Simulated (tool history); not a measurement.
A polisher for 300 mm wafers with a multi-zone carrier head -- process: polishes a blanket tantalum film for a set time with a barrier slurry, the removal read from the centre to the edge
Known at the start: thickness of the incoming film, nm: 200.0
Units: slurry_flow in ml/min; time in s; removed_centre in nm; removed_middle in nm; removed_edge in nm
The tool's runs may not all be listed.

run,day,slurry_flow,centre_zone,middle_zone,edge_zone,slurry_solids,time,removed_centre,removed_middle,removed_edge
1,0,165,1,1,1,1,29,58.942,58.33,59.623
2,0.146,160,1.02,0.95,0.97,0.85,26,52.554,47.206,51.328
3,0.262,160,1.02,0.95,0.97,0.65,26,50.674,45.501,48.337
4,0.496,160,1.02,0.95,0.97,0.65,32,59.919,56.101,58.52
5,0.808,155,1.02,0.93,0.94,0.6,28,52.313,46.26,49.625
6,1.046,155,1.02,0.88,0.94,0.6,28,52.976,44.866,49.903
7,1.1,150,1.01,0.88,0.91,0.55,25,44.675,39.865,42.509
8,1.342,140,1.02,0.86,0.9,0.55,24,42.783,35.295,40.196
9,1.554,130,1.02,0.86,0.87,0.55,24,42.613,36.031,38.961
10,1.583,130,1.02,0.86,0.87,0.55,24,41.534,35.525,38.709
11,1.608,125,1.03,0.85,0.86,0.55,24,41.28,34.209,38.191
12,1.908,120,1.03,0.85,0.85,0.55,24,41.205,34.136,37.868

Run 13 is up next; what results do you expect?
13,2.058,115,1.03,0.84,0.84,0.55,24,?,?,?

Run 13 produced removed_centre 40.122 nm, removed_middle 33.604 nm, removed_edge 38.192 nm.
